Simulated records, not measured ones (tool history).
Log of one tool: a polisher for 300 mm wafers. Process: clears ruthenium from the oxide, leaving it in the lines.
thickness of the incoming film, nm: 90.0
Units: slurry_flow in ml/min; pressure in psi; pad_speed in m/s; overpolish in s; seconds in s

run	hour	slurry_flow	pressure	pad_speed	overpolish	seconds
1	0	295	1.9	1.2	31	69.561
2	5.7	235	1.9	1.2	31	71.521
3	9.9	235	2.2	1.2	31	62.248
4	15	240	2.3	1.2	31	61.474
5	18.3	240	2.3	1.02	31	72.865
6	27.2	240	2.8	1.02	31	61.205
7	33.6	240	2.8	1.04	31	60.934
8	38.7	240	2.8	1.06	31	60.407
9	44.8	240	2.8	1.08	31	58.233

Run 10 comes next. What will it give?
10	48.8	240	2.9	1.1	31	?

Run 10 gave seconds 55.936 s.
